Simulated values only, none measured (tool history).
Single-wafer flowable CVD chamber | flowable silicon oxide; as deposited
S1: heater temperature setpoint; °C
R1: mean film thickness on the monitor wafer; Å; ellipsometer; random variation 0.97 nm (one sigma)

run 1 day=0 | S1=100 chamber_pressure_(mTorr)=1070 RF_power_(kW)=1.525 deposition_time_(s)=359 | R1=2775.1
run 2 day=0.371 | S1=100 chamber_pressure_(mTorr)=1070 RF_power_(kW)=1.695 deposition_time_(s)=359 | R1=2827
run 3 day=0.733 | S1=100 chamber_pressure_(mTorr)=980 RF_power_(kW)=1.695 deposition_time_(s)=359 | R1=2595.7
run 4 day=0.883 | S1=103 chamber_pressure_(mTorr)=980 RF_power_(kW)=1.695 deposition_time_(s)=359 | R1=2310.6
run 5 day=0.962 | S1=103 chamber_pressure_(mTorr)=980 RF_power_(kW)=1.5 deposition_time_(s)=359 | R1=2265.1
run 6 day=1.058 | S1=105 chamber_pressure_(mTorr)=980 RF_power_(kW)=1.5 deposition_time_(s)=359 | R1=2089.6

Forecast run 7:
run 7 day=1.15 | S1=106 chamber_pressure_(mTorr)=980 RF_power_(kW)=1.5 deposition_time_(s)=359 | R1=?

{"run 7": {"R1": 2030.4}}
